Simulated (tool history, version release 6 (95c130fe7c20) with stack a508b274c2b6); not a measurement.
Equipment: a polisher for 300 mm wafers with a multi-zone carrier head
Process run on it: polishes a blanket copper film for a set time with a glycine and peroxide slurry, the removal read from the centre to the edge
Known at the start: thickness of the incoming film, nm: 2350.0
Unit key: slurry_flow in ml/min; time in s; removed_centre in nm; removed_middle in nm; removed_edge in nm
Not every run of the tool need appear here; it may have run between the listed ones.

run 1 hour=0 | slurry_flow=280 centre_zone=1 middle_zone=1 edge_zone=1 time=51 | removed_centre=201.3 removed_middle=219.45 removed_edge=207.45
run 2 hour=4.4 | slurry_flow=280 centre_zone=1 middle_zone=1 edge_zone=1 time=58 | removed_centre=226.49 removed_middle=238.56 removed_edge=240.17
run 3 hour=7.1 | slurry_flow=335 centre_zone=1 middle_zone=1 edge_zone=1 time=58 | removed_centre=229.14 removed_middle=248.89 removed_edge=242.65
run 4 hour=11.1 | slurry_flow=335 centre_zone=0.93 middle_zone=1 edge_zone=1 time=58 | removed_centre=216.55 removed_middle=249.81 removed_edge=232.21
run 5 hour=15.1 | slurry_flow=335 centre_zone=0.93 middle_zone=1 edge_zone=1 time=64 | removed_centre=234.63 removed_middle=273.32 removed_edge=266.77
run 6 hour=19.2 | slurry_flow=335 centre_zone=0.93 middle_zone=1 edge_zone=1 time=53 | removed_centre=194.82 removed_middle=221.59 removed_edge=217.82

Predict the results of run 7:
run 7 hour=25 | slurry_flow=335 centre_zone=1.01 middle_zone=0.98 edge_zone=1 time=57 | removed_centre=? removed_middle=? removed_edge=?

For run 7 the tool returned removed_centre 227.31 nm, removed_middle 239.49 nm, removed_edge 236.6 nm.
